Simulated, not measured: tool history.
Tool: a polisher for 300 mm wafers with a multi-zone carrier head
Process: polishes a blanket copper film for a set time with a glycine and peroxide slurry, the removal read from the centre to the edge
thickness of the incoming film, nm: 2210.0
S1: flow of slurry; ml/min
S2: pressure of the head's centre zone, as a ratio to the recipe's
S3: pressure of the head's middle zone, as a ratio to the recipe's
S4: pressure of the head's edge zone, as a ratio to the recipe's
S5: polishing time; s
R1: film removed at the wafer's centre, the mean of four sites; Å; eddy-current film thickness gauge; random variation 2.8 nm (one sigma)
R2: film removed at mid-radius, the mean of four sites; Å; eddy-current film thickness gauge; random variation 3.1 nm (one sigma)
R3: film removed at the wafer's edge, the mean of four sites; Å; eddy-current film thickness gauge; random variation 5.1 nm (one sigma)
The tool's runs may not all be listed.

Run 1, hour 0.0: S1 205 ml/min, S2 1.00, S3 1.00, S4 1.00, S5 89 s. Result: R1 4804.5 Å, R2 4849.4 Å, R3 4940.1 Å.
Run 2, hour 4.8: S1 205 ml/min, S2 1.00, S3 0.96, S4 1.00, S5 89 s. Result: R1 4739.2 Å, R2 4707.0 Å, R3 4951.9 Å.
Run 3, hour 11.4: S1 225 ml/min, S2 1.00, S3 0.96, S4 1.00, S5 89 s. Result: R1 4840.9 Å, R2 4741.5 Å, R3 5141.7 Å.
Run 4, hour 13.8: S1 225 ml/min, S2 0.96, S3 0.96, S4 1.00, S5 89 s. Result: R1 4647.3 Å, R2 4646.3 Å, R3 4926.6 Å.
Run 5, hour 15.1: S1 220 ml/min, S2 0.93, S3 0.93, S4 0.98, S5 85 s. Result: R1 4339.9 Å, R2 4348.5 Å, R3 4752.5 Å.
Run 6, hour 17.6: S1 210 ml/min, S2 0.92, S3 0.91, S4 0.96, S5 80 s. Result: R1 3877.3 Å, R2 4037.7 Å, R3 4369.8 Å.
Run 7, hour 22.0: S1 215 ml/min, S2 0.93, S3 0.89, S4 0.94, S5 76 s. Result: R1 3810.8 Å, R2 3747.2 Å, R3 4194.0 Å.
Run 8, hour 26.9: S1 205 ml/min, S2 0.92, S3 0.88, S4 0.92, S5 75 s. Result: R1 3731.5 Å, R2 3645.8 Å, R3 4108.9 Å.
Run 9, hour 31.5: S1 200 ml/min, S2 0.91, S3 0.87, S4 0.90, S5 74 s. Result: R1 3607.2 Å, R2 3563.3 Å, R3 3843.4 Å.

Run 10 comes next. What will it give?
Run 10, hour 36.8: S1 150 ml/min, S2 0.86, S3 0.81, S4 0.92, S5 73 s. Result: R1 ?, R2 ?, R3 ?.

R1: 3175.0 Å
R2: 3189.6 Å
R3: 3686.8 Å
